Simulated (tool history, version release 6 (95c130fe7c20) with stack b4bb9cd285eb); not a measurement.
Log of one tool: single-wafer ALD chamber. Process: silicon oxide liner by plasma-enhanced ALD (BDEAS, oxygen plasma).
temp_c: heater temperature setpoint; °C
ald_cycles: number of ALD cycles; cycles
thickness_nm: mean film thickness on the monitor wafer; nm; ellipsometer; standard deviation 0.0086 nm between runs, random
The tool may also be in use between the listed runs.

run	hour	temp_c	ald_cycles	thickness_nm
1	0	320	29	2.6
2	2.5	320	25	2.225
3	10.9	320	21	1.8874
4	18.1	326	21	1.8592
5	20.6	326	25	2.2061
6	29.4	315	25	2.2481
7	34	313	27	2.4328
8	37.1	312	28	2.5192
9	44.1	312	28	2.5204
10	45.4	311	29	2.6078

Forecast run 11:
11	50.1	311	30	?

{"run 11": {"thickness_nm": 2.7153}}

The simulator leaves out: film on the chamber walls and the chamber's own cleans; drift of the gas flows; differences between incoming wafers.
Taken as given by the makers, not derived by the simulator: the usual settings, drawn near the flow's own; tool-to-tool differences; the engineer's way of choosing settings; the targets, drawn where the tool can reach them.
